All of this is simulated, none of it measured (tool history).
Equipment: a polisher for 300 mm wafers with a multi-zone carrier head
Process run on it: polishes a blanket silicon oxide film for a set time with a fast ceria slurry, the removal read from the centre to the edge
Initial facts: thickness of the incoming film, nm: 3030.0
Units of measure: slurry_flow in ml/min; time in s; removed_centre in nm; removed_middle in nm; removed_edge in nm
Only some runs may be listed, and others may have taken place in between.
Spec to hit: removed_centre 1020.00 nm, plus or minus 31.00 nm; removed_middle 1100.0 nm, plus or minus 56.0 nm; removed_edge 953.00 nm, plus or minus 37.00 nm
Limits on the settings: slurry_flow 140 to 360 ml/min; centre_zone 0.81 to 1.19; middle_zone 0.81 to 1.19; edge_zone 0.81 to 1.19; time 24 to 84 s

Run 1, hour 0.0: slurry_flow 230 ml/min, centre_zone 1.00, middle_zone 1.00, edge_zone 1.00, time 54 s. Result: removed_centre 1191.80 nm, removed_middle 1235.0 nm, removed_edge 1190.30 nm.
Run 2, hour 7.3: slurry_flow 230 ml/min, centre_zone 1.00, middle_zone 1.01, edge_zone 0.96, time 52 s. Result: removed_centre 1154.80 nm, removed_middle 1190.5 nm, removed_edge 1148.30 nm.
Run 3, hour 11.9: slurry_flow 230 ml/min, centre_zone 1.00, middle_zone 0.95, edge_zone 0.96, time 52 s. Result: removed_centre 1157.90 nm, removed_middle 1133.4 nm, removed_edge 1119.90 nm.
Run 4, hour 16.6: slurry_flow 230 ml/min, centre_zone 1.00, middle_zone 0.88, edge_zone 0.96, time 52 s. Result: removed_centre 1165.10 nm, removed_middle 1070.0 nm, removed_edge 1141.40 nm.
Run 5, hour 20.2: slurry_flow 230 ml/min, centre_zone 1.00, middle_zone 0.92, edge_zone 0.93, time 51 s. Result: removed_centre 1108.80 nm, removed_middle 1083.8 nm, removed_edge 1088.80 nm.
Run 6, hour 25.5: slurry_flow 230 ml/min, centre_zone 1.01, middle_zone 0.94, edge_zone 0.90, time 50 s. Result: removed_centre 1108.60 nm, removed_middle 1079.0 nm, removed_edge 1072.50 nm.
Run 7, hour 31.3: slurry_flow 230 ml/min, centre_zone 1.01, middle_zone 0.94, edge_zone 0.90, time 50 s. Result: removed_centre 1097.50 nm, removed_middle 1061.8 nm, removed_edge 1080.30 nm.
Run 8, hour 34.0: slurry_flow 240 ml/min, centre_zone 1.03, middle_zone 1.00, edge_zone 0.90, time 48 s. Result: removed_centre 1087.90 nm, removed_middle 1097.3 nm, removed_edge 1021.50 nm.

Exactly one of the 5 candidate moves below puts every result within its allowed miss. Which one?
Run A, hour 36.7: slurry_flow 225 ml/min, centre_zone 0.92, middle_zone 0.97, edge_zone 0.90, time 48 s. Result: removed_centre ?, removed_middle ?, removed_edge ?.
Run B, hour 36.7: slurry_flow 205 ml/min, centre_zone 0.93, middle_zone 0.99, edge_zone 0.83, time 51 s. Result: removed_centre ?, removed_middle ?, removed_edge ?.
Run C, hour 36.7: slurry_flow 235 ml/min, centre_zone 1.04, middle_zone 0.96, edge_zone 0.91, time 53 s. Result: removed_centre ?, removed_middle ?, removed_edge ?.
Run D, hour 36.7: slurry_flow 235 ml/min, centre_zone 0.92, middle_zone 1.05, edge_zone 0.94, time 47 s. Result: removed_centre ?, removed_middle ?, removed_edge ?.
Run E, hour 36.7: slurry_flow 275 ml/min, centre_zone 0.99, middle_zone 1.05, edge_zone 0.84, time 45 s. Result: removed_centre ?, removed_middle ?, removed_edge ?.

move  removed_centre  removed_middle  removed_edge
   A          976.24          1064.6       1002.60
   B         1032.50          1134.8       1016.20
   C         1227.80          1171.7       1117.90
   D          962.89          1121.1       1005.20
   E         1014.30          1094.2        927.83
A: pushes the last run's worst result past its target
B: brings the result that was furthest off to its target, and leaves another outside
C: moves away from the targets compared with the last run
D: pushes the last run's worst result past its target
E: every result within its allowed miss
So the answer is move E, the one that meets all the targets.
